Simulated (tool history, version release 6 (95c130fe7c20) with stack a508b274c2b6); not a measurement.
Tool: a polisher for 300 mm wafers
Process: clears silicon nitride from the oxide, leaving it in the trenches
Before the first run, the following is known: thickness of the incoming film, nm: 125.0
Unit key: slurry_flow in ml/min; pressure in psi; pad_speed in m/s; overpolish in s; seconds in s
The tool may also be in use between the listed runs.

run 1 hour=0 | slurry_flow=280 pressure=2.7 pad_speed=0.98 overpolish=38 | seconds=140.82
run 2 hour=2.6 | slurry_flow=280 pressure=3.3 pad_speed=0.98 overpolish=38 | seconds=117.1
run 3 hour=10.9 | slurry_flow=280 pressure=3.4 pad_speed=0.98 overpolish=38 | seconds=118.09
run 4 hour=14.2 | slurry_flow=280 pressure=3.4 pad_speed=1.14 overpolish=38 | seconds=98.441
run 5 hour=23 | slurry_flow=280 pressure=3.3 pad_speed=1.14 overpolish=38 | seconds=102.26
run 6 hour=25.8 | slurry_flow=280 pressure=3.9 pad_speed=1.14 overpolish=38 | seconds=86.632
run 7 hour=28.8 | slurry_flow=280 pressure=3.8 pad_speed=1.14 overpolish=38 | seconds=90.43

For run 8, what comes out?
run 8 hour=33.4 | slurry_flow=280 pressure=3.7 pad_speed=1.14 overpolish=38 | seconds=?

{"run 8": {"seconds": 94.769}}

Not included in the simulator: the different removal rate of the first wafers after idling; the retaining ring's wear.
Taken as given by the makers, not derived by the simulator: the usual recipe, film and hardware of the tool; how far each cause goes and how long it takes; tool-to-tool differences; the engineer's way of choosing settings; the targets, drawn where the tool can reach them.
